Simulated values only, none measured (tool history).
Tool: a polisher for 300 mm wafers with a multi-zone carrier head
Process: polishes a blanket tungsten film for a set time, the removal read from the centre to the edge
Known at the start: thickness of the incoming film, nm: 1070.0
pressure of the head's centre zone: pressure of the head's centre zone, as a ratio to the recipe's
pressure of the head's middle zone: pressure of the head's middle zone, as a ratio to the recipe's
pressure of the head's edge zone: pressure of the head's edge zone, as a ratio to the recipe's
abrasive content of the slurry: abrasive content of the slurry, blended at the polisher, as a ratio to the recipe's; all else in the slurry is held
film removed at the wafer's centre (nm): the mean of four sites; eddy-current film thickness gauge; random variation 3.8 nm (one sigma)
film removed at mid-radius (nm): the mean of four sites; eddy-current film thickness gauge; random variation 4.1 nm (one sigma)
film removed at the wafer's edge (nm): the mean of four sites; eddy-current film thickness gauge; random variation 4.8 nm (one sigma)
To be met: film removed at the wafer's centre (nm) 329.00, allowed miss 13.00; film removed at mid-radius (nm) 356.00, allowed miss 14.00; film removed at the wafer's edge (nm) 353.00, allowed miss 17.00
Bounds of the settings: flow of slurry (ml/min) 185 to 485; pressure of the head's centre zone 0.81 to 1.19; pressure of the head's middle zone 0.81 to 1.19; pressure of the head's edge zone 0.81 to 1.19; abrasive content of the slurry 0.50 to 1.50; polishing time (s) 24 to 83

| run | day | flow of slurry (ml/min) | pressure of the head's centre zone | pressure of the head's middle zone | pressure of the head's edge zone | abrasive content of the slurry | polishing time (s) | film removed at the wafer's centre (nm) | film removed at mid-radius (nm) | film removed at the wafer's edge (nm) |
|---|---|---|---|---|---|---|---|---|---|---|
| 1 | 0.000 | 310 | 1.00 | 1.00 | 1.00 | 1.00 | 53 | 393.22 | 377.38 | 390.28 |
| 2 | 0.250 | 310 | 0.97 | 1.00 | 0.98 | 0.95 | 53 | 373.83 | 371.64 | 373.88 |
| 3 | 0.321 | 310 | 0.97 | 1.00 | 0.98 | 0.95 | 62 | 428.89 | 436.81 | 446.40 |
| 4 | 0.446 | 310 | 0.97 | 1.00 | 1.04 | 0.95 | 62 | 432.34 | 428.58 | 458.23 |
| 5 | 0.554 | 315 | 0.95 | 0.99 | 1.01 | 0.85 | 61 | 404.02 | 410.38 | 433.82 |
| 6 | 0.696 | 315 | 0.94 | 0.98 | 0.98 | 0.75 | 60 | 384.87 | 389.81 | 396.03 |
| 7 | 0.996 | 310 | 0.92 | 0.97 | 0.97 | 0.70 | 60 | 364.84 | 384.32 | 383.51 |
| 8 | 1.325 | 305 | 0.91 | 0.95 | 0.96 | 0.65 | 60 | 348.10 | 362.71 | 373.96 |
| 9 | 1.408 | 300 | 0.90 | 0.95 | 0.95 | 0.65 | 60 | 353.59 | 358.80 | 385.49 |
| 10 | 1.450 | 310 | 0.90 | 0.96 | 0.95 | 0.60 | 60 | 340.88 | 359.39 | 363.30 |

Which of these 5 next moves meets every target?
| A | 1.492 | 340 | 0.94 | 1.01 | 0.91 | 0.55 | 61 | ? | ? | ? |
| B | 1.492 | 295 | 1.03 | 0.99 | 0.89 | 0.55 | 58 | ? | ? | ? |
| C | 1.492 | 260 | 0.83 | 0.97 | 0.99 | 0.60 | 57 | ? | ? | ? |
| D | 1.492 | 300 | 0.90 | 1.00 | 0.95 | 0.50 | 61 | ? | ? | ? |
| E | 1.492 | 330 | 0.95 | 0.96 | 0.96 | 0.60 | 60 | ? | ? | ? |

| move | film removed at the wafer's centre (nm) | film removed at mid-radius (nm) | film removed at the wafer's edge (nm) |
|---|---|---|---|
| A | 353.91 | 366.01 | 357.73 |
| B | 364.06 | 338.14 | 333.85 |
| C | 291.96 | 331.52 | 350.72 |
| D | 325.88 | 349.49 | 352.25 |
| E | 359.71 | 352.84 | 369.51 |
A: further off than the last run
B: further off than the last run
C: takes the result that was furthest off past its target
D: meets every target
E: further off than the last run
Answer: D
